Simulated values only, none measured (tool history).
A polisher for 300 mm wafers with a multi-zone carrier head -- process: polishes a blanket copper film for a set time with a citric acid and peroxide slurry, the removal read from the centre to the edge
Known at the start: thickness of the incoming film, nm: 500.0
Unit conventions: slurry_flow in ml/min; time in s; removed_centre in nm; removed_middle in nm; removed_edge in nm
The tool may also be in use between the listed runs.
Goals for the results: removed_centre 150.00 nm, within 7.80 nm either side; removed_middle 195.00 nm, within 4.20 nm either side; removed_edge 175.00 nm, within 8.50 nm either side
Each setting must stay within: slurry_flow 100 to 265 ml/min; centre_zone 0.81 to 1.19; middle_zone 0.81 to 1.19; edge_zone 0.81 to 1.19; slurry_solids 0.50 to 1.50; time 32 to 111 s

{"run": 1, "hour": 0.0, "slurry_flow": 170, "centre_zone": 1.0, "middle_zone": 1.0, "edge_zone": 1.0, "slurry_solids": 1.0, "time": 71, "removed_centre": 164.61, "removed_middle": 166.74, "removed_edge": 167.58}
{"run": 2, "hour": 4.5, "slurry_flow": 200, "centre_zone": 1.0, "middle_zone": 1.0, "edge_zone": 1.0, "slurry_solids": 1.0, "time": 71, "removed_centre": 161.9, "removed_middle": 170.7, "removed_edge": 174.82}
{"run": 3, "hour": 6.5, "slurry_flow": 200, "centre_zone": 1.0, "middle_zone": 1.0, "edge_zone": 1.0, "slurry_solids": 1.0, "time": 87, "removed_centre": 206.86, "removed_middle": 210.43, "removed_edge": 204.75}
{"run": 4, "hour": 9.4, "slurry_flow": 200, "centre_zone": 1.0, "middle_zone": 1.0, "edge_zone": 1.0, "slurry_solids": 1.1, "time": 87, "removed_centre": 219.19, "removed_middle": 214.95, "removed_edge": 213.63}
{"run": 5, "hour": 12.2, "slurry_flow": 195, "centre_zone": 0.96, "middle_zone": 1.0, "edge_zone": 0.98, "slurry_solids": 1.0, "time": 87, "removed_centre": 195.36, "removed_middle": 208.89, "removed_edge": 204.96}
{"run": 6, "hour": 19.4, "slurry_flow": 180, "centre_zone": 0.93, "middle_zone": 1.01, "edge_zone": 0.94, "slurry_solids": 0.95, "time": 87, "removed_centre": 184.76, "removed_middle": 206.76, "removed_edge": 197.81}
{"run": 7, "hour": 21.4, "slurry_flow": 170, "centre_zone": 0.91, "middle_zone": 1.01, "edge_zone": 0.91, "slurry_solids": 0.9, "time": 87, "removed_centre": 176.38, "removed_middle": 200.16, "removed_edge": 188.4}
{"run": 8, "hour": 26.7, "slurry_flow": 170, "centre_zone": 0.91, "middle_zone": 1.01, "edge_zone": 0.91, "slurry_solids": 0.9, "time": 87, "removed_centre": 174.71, "removed_middle": 199.32, "removed_edge": 191.38}
{"run": 9, "hour": 28.4, "slurry_flow": 165, "centre_zone": 0.89, "middle_zone": 1.02, "edge_zone": 0.89, "slurry_solids": 0.85, "time": 87, "removed_centre": 164.48, "removed_middle": 200.26, "removed_edge": 185.32}
{"run": 10, "hour": 36.3, "slurry_flow": 135, "centre_zone": 0.86, "middle_zone": 1.02, "edge_zone": 0.85, "slurry_solids": 0.8, "time": 87, "removed_centre": 155.3, "removed_middle": 185.62, "removed_edge": 171.05}
{"run": 11, "hour": 37.9, "slurry_flow": 140, "centre_zone": 0.85, "middle_zone": 1.02, "edge_zone": 0.85, "slurry_solids": 0.8, "time": 87, "removed_centre": 154.91, "removed_middle": 187.35, "removed_edge": 177.94}
{"run": 12, "hour": 46.4, "slurry_flow": 150, "centre_zone": 0.83, "middle_zone": 1.09, "edge_zone": 0.82, "slurry_solids": 0.7, "time": 86, "removed_centre": 143.23, "removed_middle": 191.14, "removed_edge": 170.16}

Exercise: of the 4 proposed moves below, exactly one satisfies all targets within the stated allowed misses. Which move is it?
{"run": "A", "hour": 54.9, "slurry_flow": 130, "centre_zone": 0.82, "middle_zone": 1.15, "edge_zone": 0.81, "slurry_solids": 0.7, "time": 84, "removed_centre": "?", "removed_middle": "?", "removed_edge": "?"}
{"run": "B", "hour": 54.9, "slurry_flow": 125, "centre_zone": 0.82, "middle_zone": 1.06, "edge_zone": 0.87, "slurry_solids": 0.7, "time": 93, "removed_centre": "?", "removed_middle": "?", "removed_edge": "?"}
{"run": "C", "hour": 54.9, "slurry_flow": 145, "centre_zone": 0.91, "middle_zone": 1.17, "edge_zone": 0.81, "slurry_solids": 0.6, "time": 88, "removed_centre": "?", "removed_middle": "?", "removed_edge": "?"}
{"run": "D", "hour": 54.9, "slurry_flow": 165, "centre_zone": 0.89, "middle_zone": 1.16, "edge_zone": 0.81, "slurry_solids": 0.75, "time": 80, "removed_centre": "?", "removed_middle": "?", "removed_edge": "?"}

move=A removed_centre=131.23 removed_middle=188.74 removed_edge=159.28
move=B removed_centre=143.51 removed_middle=192.85 removed_edge=180.10
move=C removed_centre=150.47 removed_middle=196.94 removed_edge=162.54
move=D removed_centre=147.02 removed_middle=194.72 removed_edge=160.70
A: the biggest miss grows against the last run
B: hits every target within its allowed miss
C: gets the furthest-off result to its target, but another result is out of tolerance
D: gets the furthest-off result to its target, but another result is out of tolerance
Answer: B
